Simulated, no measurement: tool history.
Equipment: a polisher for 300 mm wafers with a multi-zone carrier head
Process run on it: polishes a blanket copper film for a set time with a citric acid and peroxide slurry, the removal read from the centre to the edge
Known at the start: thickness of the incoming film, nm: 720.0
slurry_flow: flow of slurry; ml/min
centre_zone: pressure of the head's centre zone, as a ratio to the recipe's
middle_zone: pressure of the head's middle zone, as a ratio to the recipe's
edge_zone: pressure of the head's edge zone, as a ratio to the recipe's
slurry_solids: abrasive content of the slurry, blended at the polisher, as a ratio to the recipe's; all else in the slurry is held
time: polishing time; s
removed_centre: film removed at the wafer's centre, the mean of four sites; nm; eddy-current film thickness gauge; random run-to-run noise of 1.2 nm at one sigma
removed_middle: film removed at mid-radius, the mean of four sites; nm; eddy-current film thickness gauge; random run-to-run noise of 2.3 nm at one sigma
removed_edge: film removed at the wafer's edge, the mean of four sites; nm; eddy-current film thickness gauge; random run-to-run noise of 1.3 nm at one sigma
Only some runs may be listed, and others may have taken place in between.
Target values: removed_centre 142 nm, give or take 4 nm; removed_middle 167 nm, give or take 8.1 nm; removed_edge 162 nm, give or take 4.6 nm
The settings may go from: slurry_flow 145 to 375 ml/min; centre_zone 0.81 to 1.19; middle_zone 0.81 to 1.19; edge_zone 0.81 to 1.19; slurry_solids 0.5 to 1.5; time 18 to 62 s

run	hour	slurry_flow	centre_zone	middle_zone	edge_zone	slurry_solids	time	removed_centre	removed_middle	removed_edge
1	0	240	1	1	1	1	40	105.27	101.07	109.17
2	3.3	240	1	1	1	1.15	40	109.2	109.96	110.51
3	8.8	240	0.98	1	1.05	1.25	44	118.52	120.62	128.96
4	15.5	240	0.91	1	1.05	1.25	44	110.7	121.34	126.65
5	16.1	180	0.91	1	1.05	1.25	44	108.16	116.3	124.86
6	21.2	180	0.91	1	1.05	1.25	36	86.784	95.895	102.01
7	25.2	180	0.91	1	1.05	1.25	36	87.764	95.289	102.25
8	32.5	195	0.94	1.05	1.09	1.35	41	107.49	116.59	121.24

Of the 5 settings listed for the next run, only one would bring every result within its allowed miss of target. Which one?
A	39.8	220	1.08	1.05	1.02	1.5	50	?	?	?
B	39.8	195	0.94	1.12	1.07	1.35	55	?	?	?
C	39.8	210	0.96	1.01	1.13	1.35	53	?	?	?
D	39.8	280	0.89	1.15	1.01	1.45	58	?	?	?
E	39.8	210	1.04	1.06	1	1.5	51	?	?	?

move	removed_centre	removed_middle	removed_edge
A	153.98	151.6	147.69
B	141.87	170.02	160.73
C	140.7	151.11	160.34
D	149.51	192.98	171.73
E	150.45	155.21	148.68
A: moves toward the targets from the last run without getting all of them in spec
B: all results in spec
C: gets the furthest-off result to its target, but another result is out of tolerance
D: carries the result that was furthest off beyond its target, to the other side
E: moves toward the targets from the last run without getting all of them in spec
Correct choice: B, which meets every target
